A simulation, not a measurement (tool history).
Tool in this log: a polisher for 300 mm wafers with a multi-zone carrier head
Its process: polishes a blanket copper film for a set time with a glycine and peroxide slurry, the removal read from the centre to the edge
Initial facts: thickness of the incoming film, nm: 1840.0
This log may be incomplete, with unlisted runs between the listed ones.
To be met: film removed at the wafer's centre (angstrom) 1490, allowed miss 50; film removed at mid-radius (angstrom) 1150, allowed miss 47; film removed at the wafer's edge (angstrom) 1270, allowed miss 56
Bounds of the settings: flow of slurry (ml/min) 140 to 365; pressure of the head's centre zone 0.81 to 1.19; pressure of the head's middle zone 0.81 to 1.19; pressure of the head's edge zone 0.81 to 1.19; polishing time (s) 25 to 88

run,hour,flow of slurry (ml/min),pressure of the head's centre zone,pressure of the head's middle zone,pressure of the head's edge zone,polishing time (s),film removed at the wafer's centre (angstrom),film removed at mid-radius (angstrom),film removed at the wafer's edge (angstrom)
1,0,235,1,1,1,56,2359.2,2349.2,2347.7
2,6.4,235,1,0.96,1,56,2384.7,2283.2,2356.7
3,14.6,235,1,0.88,1,56,2365.9,2145,2399.3
4,18.2,230,1.01,0.87,0.99,53,2299.3,1991.8,2268.5
5,24.3,230,1.01,0.95,0.99,53,2274.6,2146.8,2214.6
6,27.7,225,1.02,0.94,0.98,50,2142.6,1926.1,2038.5
7,34.8,220,1.02,0.93,0.97,48,2007.7,1874.4,1954.8
8,39.1,220,1.03,0.92,0.96,46,1992.9,1807.2,1890.6
9,46.7,215,1.04,0.91,0.96,44,1893.8,1703.3,1857.9
10,48.8,220,1.14,0.88,0.86,28,1370.2,1087.4,1084.8
11,52.6,220,1.14,0.88,0.87,28,1344.7,1071.9,1109.2
12,55.9,220,1.14,0.88,0.88,28,1338.1,1074.7,1105
13,57.7,220,1.14,0.88,0.89,28,1349.1,1063.7,1103.3
14,66.6,220,1.14,0.88,0.9,28,1352,1051.7,1135.4

Pick the move, out of 5, that brings all results within their allowed miss; only one does.
A,75.5,215,1.19,0.84,0.9,32,?,?,?
B,75.5,200,1.1,0.9,0.86,33,?,?,?
C,75.5,240,1.13,0.88,1.06,33,?,?,?
D,75.5,170,1.13,0.84,0.89,33,?,?,?
E,75.5,225,1.18,0.81,1.09,32,?,?,?

move,film removed at the wafer's centre (angstrom),film removed at mid-radius (angstrom),film removed at the wafer's edge (angstrom)
A,1577.4,1147.7,1315.6
B,1490.1,1232.8,1319.6
C,1566.2,1238.1,1479.8
D,1495.1,1149.7,1320.7
E,1572.9,1124.5,1448.6
A: carries the result that was furthest off beyond its target, to the other side
B: brings the last run's worst result on target, with another outside its allowed miss
C: carries the result that was furthest off beyond its target, to the other side
D: in spec on every target
E: carries the result that was furthest off beyond its target, to the other side
The move that meets every target is D.
